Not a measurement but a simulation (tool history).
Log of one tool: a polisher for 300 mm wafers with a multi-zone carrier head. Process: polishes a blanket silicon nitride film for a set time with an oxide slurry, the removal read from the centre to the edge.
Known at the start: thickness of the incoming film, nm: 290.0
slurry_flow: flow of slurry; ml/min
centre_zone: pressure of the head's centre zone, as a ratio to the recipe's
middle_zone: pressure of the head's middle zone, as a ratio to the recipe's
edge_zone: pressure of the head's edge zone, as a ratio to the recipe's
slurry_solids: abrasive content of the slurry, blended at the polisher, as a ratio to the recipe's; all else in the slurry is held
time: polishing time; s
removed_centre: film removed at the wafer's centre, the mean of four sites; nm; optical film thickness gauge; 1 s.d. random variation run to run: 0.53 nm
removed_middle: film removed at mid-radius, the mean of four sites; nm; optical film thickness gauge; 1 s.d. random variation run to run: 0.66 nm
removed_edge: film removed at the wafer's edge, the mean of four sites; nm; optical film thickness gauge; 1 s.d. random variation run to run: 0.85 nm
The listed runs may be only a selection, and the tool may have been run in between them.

{"run": 1, "hour": 0.0, "slurry_flow": 315, "centre_zone": 1.0, "middle_zone": 1.0, "edge_zone": 1.0, "slurry_solids": 1.0, "time": 77, "removed_centre": 66.939, "removed_middle": 70.625, "removed_edge": 67.008}
{"run": 2, "hour": 5.0, "slurry_flow": 315, "centre_zone": 0.98, "middle_zone": 0.99, "edge_zone": 0.99, "slurry_solids": 0.95, "time": 77, "removed_centre": 65.786, "removed_middle": 65.926, "removed_edge": 67.333}
{"run": 3, "hour": 8.9, "slurry_flow": 315, "centre_zone": 0.98, "middle_zone": 1.06, "edge_zone": 0.99, "slurry_solids": 0.95, "time": 77, "removed_centre": 65.921, "removed_middle": 69.843, "removed_edge": 66.285}
{"run": 4, "hour": 9.5, "slurry_flow": 390, "centre_zone": 0.98, "middle_zone": 1.06, "edge_zone": 0.99, "slurry_solids": 0.95, "time": 77, "removed_centre": 66.228, "removed_middle": 71.176, "removed_edge": 68.728}
{"run": 5, "hour": 12.8, "slurry_flow": 390, "centre_zone": 0.98, "middle_zone": 1.06, "edge_zone": 0.99, "slurry_solids": 0.95, "time": 86, "removed_centre": 74.174, "removed_middle": 82.732, "removed_edge": 75.146}
{"run": 6, "hour": 13.6, "slurry_flow": 390, "centre_zone": 0.98, "middle_zone": 1.06, "edge_zone": 0.99, "slurry_solids": 0.85, "time": 86, "removed_centre": 70.871, "removed_middle": 76.261, "removed_edge": 71.686}
{"run": 7, "hour": 17.8, "slurry_flow": 390, "centre_zone": 0.96, "middle_zone": 1.07, "edge_zone": 0.99, "slurry_solids": 0.8, "time": 85, "removed_centre": 67.521, "removed_middle": 74.199, "removed_edge": 69.327}
{"run": 8, "hour": 24.1, "slurry_flow": 390, "centre_zone": 0.94, "middle_zone": 1.07, "edge_zone": 0.99, "slurry_solids": 0.75, "time": 84, "removed_centre": 62.93, "removed_middle": 74.159, "removed_edge": 66.858}
{"run": 9, "hour": 28.9, "slurry_flow": 390, "centre_zone": 0.94, "middle_zone": 1.07, "edge_zone": 0.99, "slurry_solids": 0.75, "time": 84, "removed_centre": 62.831, "removed_middle": 71.829, "removed_edge": 67.117}
{"run": 10, "hour": 29.8, "slurry_flow": 390, "centre_zone": 0.94, "middle_zone": 1.07, "edge_zone": 0.99, "slurry_solids": 0.75, "time": 84, "removed_centre": 63.384, "removed_middle": 72.011, "removed_edge": 65.83}
{"run": 11, "hour": 30.5, "slurry_flow": 390, "centre_zone": 0.93, "middle_zone": 1.05, "edge_zone": 0.99, "slurry_solids": 0.7, "time": 84, "removed_centre": 59.744, "removed_middle": 69.161, "removed_edge": 65.503}
{"run": 12, "hour": 35.1, "slurry_flow": 385, "centre_zone": 0.93, "middle_zone": 1.04, "edge_zone": 0.98, "slurry_solids": 0.65, "time": 84, "removed_centre": 57.741, "removed_middle": 66.864, "removed_edge": 62.035}
{"run": 13, "hour": 39.1, "slurry_flow": 385, "centre_zone": 0.93, "middle_zone": 1.02, "edge_zone": 0.97, "slurry_solids": 0.65, "time": 84, "removed_centre": 58.696, "removed_middle": 66.552, "removed_edge": 61.348}
{"run": 14, "hour": 42.8, "slurry_flow": 385, "centre_zone": 0.92, "middle_zone": 1.0, "edge_zone": 0.97, "slurry_solids": 0.65, "time": 84, "removed_centre": 57.94, "removed_middle": 64.861, "removed_edge": 62.3}

Run 15 is up next; what results do you expect?
{"run": 15, "hour": 46.5, "slurry_flow": 385, "centre_zone": 0.91, "middle_zone": 0.99, "edge_zone": 0.96, "slurry_solids": 0.65, "time": 84, "removed_centre": "?", "removed_middle": "?", "removed_edge": "?"}

removed_centre: 57.339 nm
removed_middle: 63.206 nm
removed_edge: 62.017 nm
